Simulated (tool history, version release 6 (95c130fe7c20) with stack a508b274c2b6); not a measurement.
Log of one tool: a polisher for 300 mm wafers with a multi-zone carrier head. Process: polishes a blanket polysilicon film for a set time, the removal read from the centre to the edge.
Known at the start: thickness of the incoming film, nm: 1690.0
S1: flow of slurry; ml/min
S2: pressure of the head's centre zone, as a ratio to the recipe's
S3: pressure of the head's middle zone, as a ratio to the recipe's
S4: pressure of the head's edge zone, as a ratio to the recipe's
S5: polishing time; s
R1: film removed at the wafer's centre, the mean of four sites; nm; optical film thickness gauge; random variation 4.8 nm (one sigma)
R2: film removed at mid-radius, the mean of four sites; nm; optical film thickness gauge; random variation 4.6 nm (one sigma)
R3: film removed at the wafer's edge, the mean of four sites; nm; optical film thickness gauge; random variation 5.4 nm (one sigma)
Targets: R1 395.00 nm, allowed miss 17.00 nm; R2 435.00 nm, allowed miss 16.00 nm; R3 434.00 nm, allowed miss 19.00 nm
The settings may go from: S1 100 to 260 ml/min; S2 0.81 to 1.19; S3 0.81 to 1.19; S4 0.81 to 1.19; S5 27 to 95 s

run 1 hour=0.0 | S1=165 S2=1.00 S3=1.00 S4=1.00 S5=61 | R1=470.62 R2=468.88 R3=474.69
run 2 hour=1.9 | S1=160 S2=0.99 S3=1.00 S4=0.99 S5=61 | R1=471.60 R2=469.93 R3=476.78
run 3 hour=6.2 | S1=160 S2=0.97 S3=1.00 S4=0.98 S5=60 | R1=462.76 R2=455.33 R3=460.80
run 4 hour=12.8 | S1=160 S2=0.97 S3=0.95 S4=0.98 S5=60 | R1=458.85 R2=451.09 R3=470.82
run 5 hour=17.0 | S1=160 S2=0.97 S3=1.04 S4=0.98 S5=60 | R1=459.99 R2=473.06 R3=471.36
run 6 hour=18.0 | S1=160 S2=0.97 S3=1.04 S4=1.05 S5=60 | R1=457.56 R2=472.30 R3=473.43
run 7 hour=25.0 | S1=155 S2=0.96 S3=1.04 S4=1.05 S5=59 | R1=430.19 R2=470.57 R3=474.48
run 8 hour=27.8 | S1=150 S2=0.96 S3=1.04 S4=1.04 S5=58 | R1=438.09 R2=453.61 R3=452.37
run 9 hour=33.8 | S1=150 S2=0.95 S3=1.04 S4=1.04 S5=58 | R1=423.92 R2=447.36 R3=453.79
run 10 hour=37.1 | S1=145 S2=0.94 S3=1.05 S4=1.04 S5=58 | R1=412.14 R2=450.08 R3=452.07

Which of these 5 next moves meets every target?
run A hour=40.4 | S1=130 S2=0.94 S3=0.92 S4=1.05 S5=63 | R1=? R2=? R3=?
run B hour=40.4 | S1=100 S2=0.99 S3=1.12 S4=1.06 S5=59 | R1=? R2=? R3=?
run C hour=40.4 | S1=125 S2=1.00 S3=1.14 S4=1.00 S5=59 | R1=? R2=? R3=?
run D hour=40.4 | S1=160 S2=0.96 S3=1.07 S4=0.97 S5=58 | R1=? R2=? R3=?
run E hour=40.4 | S1=180 S2=0.94 S3=1.04 S4=1.19 S5=58 | R1=? R2=? R3=?

move=A R1=438.84 R2=431.45 R3=484.44
move=B R1=396.25 R2=430.63 R3=430.92
move=C R1=432.96 R2=467.25 R3=438.74
move=D R1=435.41 R2=464.03 R3=442.95
move=E R1=436.76 R2=464.41 R3=498.71
A: further off than the last run
B: meets every target
C: further off than the last run
D: further off than the last run
E: further off than the last run
Move B is the one to make.
